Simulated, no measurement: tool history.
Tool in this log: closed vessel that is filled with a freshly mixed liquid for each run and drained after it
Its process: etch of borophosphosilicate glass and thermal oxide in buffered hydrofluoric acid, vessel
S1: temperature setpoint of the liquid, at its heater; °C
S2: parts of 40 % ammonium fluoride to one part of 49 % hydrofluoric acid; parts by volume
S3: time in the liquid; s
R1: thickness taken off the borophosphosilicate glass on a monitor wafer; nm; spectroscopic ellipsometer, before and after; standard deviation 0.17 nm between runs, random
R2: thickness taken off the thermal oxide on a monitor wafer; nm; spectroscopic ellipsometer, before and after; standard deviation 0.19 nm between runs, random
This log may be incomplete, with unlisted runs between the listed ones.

| run | hour | S1 | S2 | S3 | R1 | R2 |
|---|---|---|---|---|---|---|
| 1 | 0 | 23 | 19 | 60 | 32.099 | 32.914 |
| 2 | 8.3 | 25 | 19 | 60 | 35.622 | 36.626 |
| 3 | 12 | 25 | 15 | 60 | 44.977 | 46.15 |
| 4 | 14.7 | 25.5 | 15 | 60 | 46.621 | 47.989 |
| 5 | 18.9 | 25.5 | 19 | 60 | 36.599 | 37.852 |
| 6 | 26.3 | 23 | 19 | 60 | 31.949 | 32.935 |
| 7 | 33.7 | 25 | 19 | 60 | 35.544 | 36.973 |
| 8 | 37.2 | 26.5 | 19 | 60 | 38.774 | 40.098 |
| 9 | 45.2 | 27.5 | 19 | 60 | 40.653 | 42.045 |

For run 10, what comes out?
| 10 | 51.3 | 28.5 | 19 | 60 | ? | ? |

R1: 43.245 nm
R2: 44.348 nm
